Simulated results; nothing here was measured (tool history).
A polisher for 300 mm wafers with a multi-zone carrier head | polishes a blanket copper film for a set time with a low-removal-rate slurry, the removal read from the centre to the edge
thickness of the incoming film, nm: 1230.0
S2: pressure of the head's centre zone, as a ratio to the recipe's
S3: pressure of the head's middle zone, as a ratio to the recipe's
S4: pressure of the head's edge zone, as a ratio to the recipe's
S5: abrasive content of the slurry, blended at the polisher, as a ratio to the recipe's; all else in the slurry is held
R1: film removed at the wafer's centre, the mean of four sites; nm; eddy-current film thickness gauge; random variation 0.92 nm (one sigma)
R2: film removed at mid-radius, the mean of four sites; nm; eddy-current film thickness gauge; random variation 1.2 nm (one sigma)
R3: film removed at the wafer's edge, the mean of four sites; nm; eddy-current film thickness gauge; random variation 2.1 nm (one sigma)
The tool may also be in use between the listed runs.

Run 1, day 0.000: flow of slurry (ml/min) 200, S2 1.00, S3 1.00, S4 1.00, S5 1.00, polishing time (s) 52. Result: R1 125.29 nm, R2 127.14 nm, R3 123.26 nm.
Run 2, day 0.133: flow of slurry (ml/min) 210, S2 0.96, S3 1.02, S4 1.06, S5 1.15, polishing time (s) 53. Result: R1 126.57 nm, R2 136.71 nm, R3 133.48 nm.
Run 3, day 0.454: flow of slurry (ml/min) 175, S2 0.96, S3 1.02, S4 1.06, S5 1.15, polishing time (s) 53. Result: R1 124.23 nm, R2 132.95 nm, R3 131.47 nm.
Run 4, day 0.517: flow of slurry (ml/min) 175, S2 0.96, S3 1.02, S4 1.06, S5 1.35, polishing time (s) 53. Result: R1 125.87 nm, R2 136.53 nm, R3 137.40 nm.
Run 5, day 0.838: flow of slurry (ml/min) 130, S2 0.96, S3 1.02, S4 1.06, S5 1.35, polishing time (s) 53. Result: R1 117.26 nm, R2 127.18 nm, R3 127.64 nm.
Run 6, day 1.146: flow of slurry (ml/min) 165, S2 0.94, S3 1.04, S4 1.10, S5 1.40, polishing time (s) 53. Result: R1 125.24 nm, R2 137.06 nm, R3 137.33 nm.
Run 7, day 1.308: flow of slurry (ml/min) 185, S2 0.90, S3 1.05, S4 1.12, S5 1.45, polishing time (s) 54. Result: R1 127.43 nm, R2 146.68 nm, R3 142.00 nm.

The next listed run, before its measurement:
Run 8, day 1.358: flow of slurry (ml/min) 185, S2 0.87, S3 1.05, S4 1.14, S5 1.45, polishing time (s) 56. Result: R1 ?, R2 ?, R3 ?.

R1: 125.96 nm
R2: 151.49 nm
R3: 152.39 nm
